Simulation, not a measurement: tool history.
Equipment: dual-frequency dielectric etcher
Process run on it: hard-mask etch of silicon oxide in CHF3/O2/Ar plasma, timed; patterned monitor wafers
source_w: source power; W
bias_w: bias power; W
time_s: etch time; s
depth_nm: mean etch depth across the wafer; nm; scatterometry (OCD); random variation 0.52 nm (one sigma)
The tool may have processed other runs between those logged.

run	day	source_w	bias_w	time_s	depth_nm
1	0	800	234	35.5	90.466
2	0.212	880	238	35.5	94.759
3	0.3	930	240	35.5	95.657
4	0.412	980	245	35.5	97.163
5	0.517	1010	252	35.5	99.874
6	0.562	890	252	35.5	95.76
7	0.871	940	256	35.5	97.032
8	1.104	940	256	35.5	97.842
9	1.154	980	259	35.5	99.639

Run 10, settings as shown, results not yet in. Your forecast:
10	1.321	1000	261	35.5	?

Run 10 measured depth_nm 99.513 nm.
